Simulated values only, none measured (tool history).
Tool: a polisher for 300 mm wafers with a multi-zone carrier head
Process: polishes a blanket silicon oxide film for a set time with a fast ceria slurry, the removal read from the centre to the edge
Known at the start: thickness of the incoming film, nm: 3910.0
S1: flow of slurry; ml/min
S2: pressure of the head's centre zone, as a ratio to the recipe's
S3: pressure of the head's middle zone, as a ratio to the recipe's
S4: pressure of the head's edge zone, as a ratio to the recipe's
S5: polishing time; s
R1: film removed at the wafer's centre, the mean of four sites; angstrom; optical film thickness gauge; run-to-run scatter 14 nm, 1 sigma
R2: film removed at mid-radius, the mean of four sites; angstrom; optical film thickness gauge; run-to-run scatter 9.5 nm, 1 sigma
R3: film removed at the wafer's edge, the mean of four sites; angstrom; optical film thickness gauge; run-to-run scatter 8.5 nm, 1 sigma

run,day,S1,S2,S3,S4,S5,R1,R2,R3
1,0,275,1,1,1,53,6830.2,6877,6781.2
2,0.238,275,1.06,1,1,53,7109.5,6789,6692.1
3,0.367,310,1.06,1,1,53,7089.3,6801.9,6850.1
4,0.658,310,1.06,1.07,1,53,7400.2,7289.8,6931.8
5,0.767,310,1.06,1,1,53,7207.3,6875.5,6820.5
6,1.092,315,1.09,1,1.01,56,8001.8,7223.4,7348.4

Run 7 has not been measured yet. What should we expect?
7,1.204,320,1.11,1.02,1.03,57,?,?,?

R1: 8007.8 angstrom
R2: 7600.9 angstrom
R3: 7564.5 angstrom
